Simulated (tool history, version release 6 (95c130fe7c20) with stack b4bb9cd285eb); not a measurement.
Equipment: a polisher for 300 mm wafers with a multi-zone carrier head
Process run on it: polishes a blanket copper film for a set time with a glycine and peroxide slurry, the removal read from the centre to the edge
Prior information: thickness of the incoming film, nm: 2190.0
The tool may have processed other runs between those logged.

run	hour	flow of slurry (ml/min)	pressure of the head's centre zone	pressure of the head's middle zone	pressure of the head's edge zone	polishing time (s)	film removed at the wafer's centre (nm)	film removed at mid-radius (nm)	film removed at the wafer's edge (nm)
1	0.0	210	1.00	1.00	1.00	48	258.53	265.20	262.82
2	9.0	210	1.00	1.00	1.00	42	221.83	230.82	228.75
3	15.2	210	0.99	1.00	1.02	44	230.97	245.50	246.77
4	16.0	210	1.02	1.00	1.02	44	241.68	246.31	237.81
5	22.7	210	1.02	1.00	1.09	44	241.77	241.71	245.41
6	30.0	215	1.01	1.01	1.10	46	252.85	255.78	265.55
7	36.5	220	1.01	1.03	1.11	47	262.90	266.37	272.12
8	40.6	225	1.00	1.04	1.12	48	256.88	280.33	277.25
9	45.7	225	1.00	1.04	1.13	50	268.03	286.88	294.93
10	54.1	230	1.00	1.05	1.13	51	280.66	296.18	300.27
11	55.3	230	1.00	1.05	1.13	51	274.29	299.97	299.05
12	59.5	230	1.00	1.05	1.13	52	285.23	308.01	299.72
13	62.9	230	0.99	1.05	1.14	53	286.91	311.96	308.02

Expected results for the next run?
14	64.1	235	0.98	1.04	1.15	54	?	?	?

{"run 14": {"film removed at the wafer's centre (nm)": 292.88, "film removed at mid-radius (nm)": 315.44, "film removed at the wafer's edge (nm)": 319.83}}
